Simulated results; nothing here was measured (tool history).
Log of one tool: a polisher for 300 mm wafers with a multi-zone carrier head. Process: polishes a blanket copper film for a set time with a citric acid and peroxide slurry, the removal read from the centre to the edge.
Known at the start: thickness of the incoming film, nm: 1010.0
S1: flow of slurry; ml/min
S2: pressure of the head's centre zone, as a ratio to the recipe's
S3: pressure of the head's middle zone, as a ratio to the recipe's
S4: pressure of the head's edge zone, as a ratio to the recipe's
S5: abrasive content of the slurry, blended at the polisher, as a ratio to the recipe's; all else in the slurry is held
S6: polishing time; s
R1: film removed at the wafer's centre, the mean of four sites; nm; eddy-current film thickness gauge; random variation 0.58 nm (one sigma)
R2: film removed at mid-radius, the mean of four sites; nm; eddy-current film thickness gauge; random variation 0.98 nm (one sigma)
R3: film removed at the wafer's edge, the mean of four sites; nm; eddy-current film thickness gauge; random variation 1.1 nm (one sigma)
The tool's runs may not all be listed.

| run | hour | S1 | S2 | S3 | S4 | S5 | S6 | R1 | R2 | R3 |
|---|---|---|---|---|---|---|---|---|---|---|
| 1 | 0.0 | 250 | 1.00 | 1.00 | 1.00 | 1.0 | 51 | 83.703 | 83.332 | 83.847 |
| 2 | 6.4 | 240 | 0.97 | 1.01 | 1.01 | 1.0 | 51 | 80.422 | 84.015 | 82.572 |
| 3 | 15.1 | 240 | 0.97 | 1.01 | 1.01 | 1.1 | 51 | 83.461 | 84.119 | 85.519 |
| 4 | 23.7 | 235 | 0.94 | 1.02 | 1.03 | 1.1 | 51 | 78.814 | 84.484 | 85.158 |
| 5 | 28.6 | 235 | 0.94 | 1.02 | 0.96 | 1.1 | 51 | 78.618 | 84.669 | 81.640 |
| 6 | 32.4 | 210 | 0.94 | 1.02 | 0.96 | 1.1 | 51 | 77.284 | 84.638 | 81.550 |
|  | 36.0 | worn pad replaced by a new one |
| 7 | 36.0 | 200 | 0.93 | 1.03 | 0.98 | 1.1 | 51 | 86.069 | 95.836 | 92.626 |

Run 8 comes next. What will it give?
| 8 | 37.7 | 210 | 0.91 | 1.03 | 1.00 | 1.1 | 51 | ? | ? | ? |

Run 8 gave R1 85.439 nm, R2 93.000 nm, R3 95.777 nm.
